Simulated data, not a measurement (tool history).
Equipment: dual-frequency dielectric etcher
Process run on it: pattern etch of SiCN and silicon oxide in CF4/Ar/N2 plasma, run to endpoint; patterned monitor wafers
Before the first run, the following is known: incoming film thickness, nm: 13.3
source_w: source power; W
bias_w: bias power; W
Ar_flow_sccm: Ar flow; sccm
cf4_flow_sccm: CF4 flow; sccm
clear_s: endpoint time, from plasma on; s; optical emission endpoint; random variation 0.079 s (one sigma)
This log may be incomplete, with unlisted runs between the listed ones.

run  hour  source_w  bias_w  Ar_flow_sccm  cf4_flow_sccm  clear_s
  1   0.0       390      91            74             70   14.840
  2   4.8       390      91            84             70   15.109
  3   7.6       330      91            84             70   17.408
  4  16.0       330      91            84             65   17.704
  5  18.2       360      92            84             65   16.258
  6  20.5       360      92            76             65   15.997
  7  21.4       380      93            76             65   15.359

What does the tool deliver on the next run?
  8  23.1       400      94            76             65        ?

Logged for run 8: clear_s 14.552 s.

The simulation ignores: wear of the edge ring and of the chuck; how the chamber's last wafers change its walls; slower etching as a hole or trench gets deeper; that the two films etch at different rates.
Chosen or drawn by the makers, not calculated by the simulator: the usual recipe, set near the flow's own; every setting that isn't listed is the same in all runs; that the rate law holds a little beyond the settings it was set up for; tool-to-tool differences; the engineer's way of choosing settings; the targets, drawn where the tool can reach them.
